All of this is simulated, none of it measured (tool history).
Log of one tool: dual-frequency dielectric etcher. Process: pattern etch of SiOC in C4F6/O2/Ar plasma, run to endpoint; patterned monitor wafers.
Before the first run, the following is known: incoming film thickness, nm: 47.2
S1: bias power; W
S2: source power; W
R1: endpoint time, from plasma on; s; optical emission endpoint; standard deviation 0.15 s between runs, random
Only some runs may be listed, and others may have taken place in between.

{"run": 1, "hour": 0.0, "S1": 466, "S2": 320, "R1": 20.279}
{"run": 2, "hour": 7.3, "S1": 531, "S2": 320, "R1": 19.36}
{"run": 3, "hour": 10.7, "S1": 495, "S2": 310, "R1": 20.143}
{"run": 4, "hour": 14.5, "S1": 468, "S2": 300, "R1": 20.965}
{"run": 5, "hour": 19.7, "S1": 451, "S2": 300, "R1": 21.099}
{"run": 6, "hour": 27.3, "S1": 435, "S2": 300, "R1": 21.139}

Expected results for the next run?
{"run": 7, "hour": 29.6, "S1": 419, "S2": 300, "R1": "?"}

R1: 21.573 s

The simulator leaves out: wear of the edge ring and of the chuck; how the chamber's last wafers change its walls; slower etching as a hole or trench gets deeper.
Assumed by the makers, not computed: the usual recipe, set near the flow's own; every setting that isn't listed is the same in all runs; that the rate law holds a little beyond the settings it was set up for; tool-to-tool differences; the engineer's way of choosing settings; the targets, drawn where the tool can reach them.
